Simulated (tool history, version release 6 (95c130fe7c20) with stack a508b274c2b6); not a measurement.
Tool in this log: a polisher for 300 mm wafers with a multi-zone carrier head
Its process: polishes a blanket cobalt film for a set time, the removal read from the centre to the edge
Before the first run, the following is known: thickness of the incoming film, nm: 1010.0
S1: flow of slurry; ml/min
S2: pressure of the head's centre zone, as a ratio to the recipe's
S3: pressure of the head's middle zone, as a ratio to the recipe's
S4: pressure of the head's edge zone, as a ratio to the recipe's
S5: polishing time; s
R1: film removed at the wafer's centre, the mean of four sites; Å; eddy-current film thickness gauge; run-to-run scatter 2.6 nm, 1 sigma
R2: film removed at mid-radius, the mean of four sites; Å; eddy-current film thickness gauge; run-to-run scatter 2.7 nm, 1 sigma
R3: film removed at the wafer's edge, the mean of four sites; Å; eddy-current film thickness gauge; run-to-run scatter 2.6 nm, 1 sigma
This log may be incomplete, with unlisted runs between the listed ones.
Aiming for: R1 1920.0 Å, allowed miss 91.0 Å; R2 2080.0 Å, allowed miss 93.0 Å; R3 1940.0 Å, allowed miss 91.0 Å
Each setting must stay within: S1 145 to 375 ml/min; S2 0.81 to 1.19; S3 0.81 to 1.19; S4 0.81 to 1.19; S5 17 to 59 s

| run | hour | S1 | S2 | S3 | S4 | S5 | R1 | R2 | R3 |
|---|---|---|---|---|---|---|---|---|---|
| 1 | 0.0 | 240 | 1.00 | 1.00 | 1.00 | 38 | 1640.9 | 1660.5 | 1669.1 |
| 2 | 8.3 | 240 | 1.00 | 1.00 | 0.95 | 38 | 1656.0 | 1648.8 | 1616.9 |
| 3 | 15.6 | 245 | 1.01 | 1.03 | 0.98 | 39 | 1760.8 | 1767.0 | 1705.5 |
| 4 | 21.2 | 245 | 0.93 | 1.03 | 0.98 | 39 | 1615.9 | 1758.4 | 1681.0 |
| 5 | 25.3 | 245 | 0.93 | 1.03 | 0.98 | 36 | 1474.3 | 1575.5 | 1564.6 |
| 6 | 29.3 | 245 | 0.93 | 1.03 | 0.98 | 32 | 1283.8 | 1424.4 | 1382.1 |
| 7 | 31.5 | 250 | 0.95 | 1.05 | 1.01 | 34 | 1438.1 | 1584.1 | 1474.5 |
| 8 | 40.4 | 245 | 0.95 | 1.05 | 1.02 | 36 | 1496.2 | 1664.2 | 1603.9 |

4 candidate next runs follow, results not yet known. Just one meets every target within its allowed miss. Identify it.
| A | 49.3 | 230 | 0.98 | 0.82 | 0.99 | 48 | ? | ? | ? |
| B | 49.3 | 270 | 0.91 | 1.17 | 1.04 | 42 | ? | ? | ? |
| C | 49.3 | 215 | 0.81 | 1.18 | 1.10 | 29 | ? | ? | ? |
| D | 49.3 | 220 | 0.99 | 1.11 | 1.02 | 44 | ? | ? | ? |

| move | R1 | R2 | R3 |
|---|---|---|---|
| A | 2051.5 | 1769.9 | 2092.0 |
| B | 1703.0 | 2126.2 | 1889.4 |
| C | 1016.0 | 1441.7 | 1313.9 |
| D | 1892.5 | 2079.4 | 1929.1 |
A: takes the result that was furthest off past its target
B: nearer than the last run, and not there yet
C: its largest miss is bigger than the last run's
D: all results in spec
Go with D: it meets all targets.
